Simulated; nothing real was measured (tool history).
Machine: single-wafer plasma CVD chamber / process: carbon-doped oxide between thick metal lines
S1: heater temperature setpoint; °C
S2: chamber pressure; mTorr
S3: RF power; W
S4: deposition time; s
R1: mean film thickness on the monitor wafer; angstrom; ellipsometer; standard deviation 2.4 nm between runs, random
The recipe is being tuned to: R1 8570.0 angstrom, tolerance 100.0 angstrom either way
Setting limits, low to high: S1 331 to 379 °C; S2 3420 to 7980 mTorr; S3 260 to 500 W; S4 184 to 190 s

run	day	S1	S2	S3	S4	R1
1	0.000	355	5700	380	184	7508.9
2	0.329	355	5700	380	190	7746.3
3	0.512	361	5700	380	190	7604.2
4	0.592	361	5700	355	190	7138.0
5	0.738	361	5700	355	184	6897.9
6	0.817	355	6180	365	184	7251.5
7	1.088	350	6390	375	184	7588.1
# day 1.379: capacitance manometer re-zeroed and calibrated
8	1.379	338	7530	395	184	8403.5

Below are 5 possible settings for the next run. Only one of them brings all results inside the allowed miss of their targets. Which is it?
A	1.671	349	7570	400	186	?
B	1.671	333	7860	385	189	?
C	1.671	340	7730	385	184	?
D	1.671	333	7440	385	184	?
E	1.671	345	7900	385	190	?

move	R1
A	8361.5
B	8623.2
C	8203.2
D	8364.0
E	8360.2
A: its largest miss is bigger than the last run's
B: hits every target within its allowed miss
C: its largest miss is bigger than the last run's
D: its largest miss is bigger than the last run's
E: its largest miss is bigger than the last run's
B meets every target.
